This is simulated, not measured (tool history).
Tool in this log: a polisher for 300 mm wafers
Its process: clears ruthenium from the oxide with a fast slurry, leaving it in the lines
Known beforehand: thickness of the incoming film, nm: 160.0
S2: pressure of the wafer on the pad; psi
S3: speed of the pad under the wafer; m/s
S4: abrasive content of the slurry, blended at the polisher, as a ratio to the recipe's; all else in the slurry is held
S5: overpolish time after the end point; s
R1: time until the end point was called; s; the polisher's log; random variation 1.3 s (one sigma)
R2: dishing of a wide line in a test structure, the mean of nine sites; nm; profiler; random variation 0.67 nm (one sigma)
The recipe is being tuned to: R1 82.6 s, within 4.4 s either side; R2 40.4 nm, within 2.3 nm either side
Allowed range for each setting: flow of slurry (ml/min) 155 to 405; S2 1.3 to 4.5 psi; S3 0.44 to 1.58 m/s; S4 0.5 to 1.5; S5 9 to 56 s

run 1 hour=0 | flow_of_slurry_(ml/min)=260 S2=2.9 S3=1 S4=1 S5=29 | R1=32.984 R2=92.563
run 2 hour=6.9 | flow_of_slurry_(ml/min)=260 S2=2.9 S3=1 S4=0.8 S5=29 | R1=37.125 R2=85.865
run 3 hour=8.2 | flow_of_slurry_(ml/min)=260 S2=2.9 S3=1.22 S4=0.8 S5=29 | R1=30.68 R2=100.48
run 4 hour=13.2 | flow_of_slurry_(ml/min)=260 S2=2.5 S3=1.08 S4=0.8 S5=28 | R1=40.007 R2=78.171
run 5 hour=19.1 | flow_of_slurry_(ml/min)=260 S2=2.2 S3=0.98 S4=0.8 S5=27 | R1=48.843 R2=62.948
run 6 hour=21.2 | flow_of_slurry_(ml/min)=260 S2=2.6 S3=0.98 S4=0.8 S5=27 | R1=42.495 R2=74.783
run 7 hour=30.1 | flow_of_slurry_(ml/min)=260 S2=2.2 S3=0.92 S4=0.8 S5=27 | R1=53.45 R2=59.917
run 8 hour=31.4 | flow_of_slurry_(ml/min)=260 S2=2 S3=0.9 S4=0.8 S5=27 | R1=58.57 R2=56.207
run 9 hour=38.7 | flow_of_slurry_(ml/min)=260 S2=2 S3=0.9 S4=0.8 S5=27 | R1=60.615 R2=55.419
run 10 hour=42 | flow_of_slurry_(ml/min)=260 S2=2 S3=0.9 S4=0.8 S5=27 | R1=58.812 R2=55.901
run 11 hour=47 | flow_of_slurry_(ml/min)=260 S2=1.8 S3=0.88 S4=0.8 S5=27 | R1=66.001 R2=50.273
run 12 hour=50.5 | flow_of_slurry_(ml/min)=260 S2=1.3 S3=0.84 S4=0.8 S5=26 | R1=97.038 R2=35.185
run 13 hour=55.1 | flow_of_slurry_(ml/min)=260 S2=1.4 S3=0.84 S4=0.8 S5=26 | R1=88.766 R2=37.145

Below are 5 possible settings for the next run. Only one of them brings all results inside the allowed miss of their targets. Which is it?
run A hour=59.7 | flow_of_slurry_(ml/min)=255 S2=1.5 S3=0.94 S4=0.85 S5=20 | R1=? R2=?
run B hour=59.7 | flow_of_slurry_(ml/min)=265 S2=1.5 S3=1.04 S4=0.55 S5=27 | R1=? R2=?
run C hour=59.7 | flow_of_slurry_(ml/min)=260 S2=1.5 S3=0.98 S4=0.85 S5=23 | R1=? R2=?
run D hour=59.7 | flow_of_slurry_(ml/min)=215 S2=1.8 S3=0.8 S4=0.8 S5=20 | R1=? R2=?
run E hour=59.7 | flow_of_slurry_(ml/min)=405 S2=1.3 S3=1.06 S4=0.9 S5=22 | R1=? R2=?

move=A R1=72.124 R2=34.54
move=B R1=83.736 R2=39.69
move=C R1=69.171 R2=40.821
move=D R1=74.126 R2=33.673
move=E R1=69.176 R2=39.192
A: moves away from the targets compared with the last run
B: each result inside its tolerance
C: brings the last run's worst result on target, with another outside its allowed miss
D: moves away from the targets compared with the last run
E: brings the last run's worst result on target, with another outside its allowed miss
The move that meets every target is B.
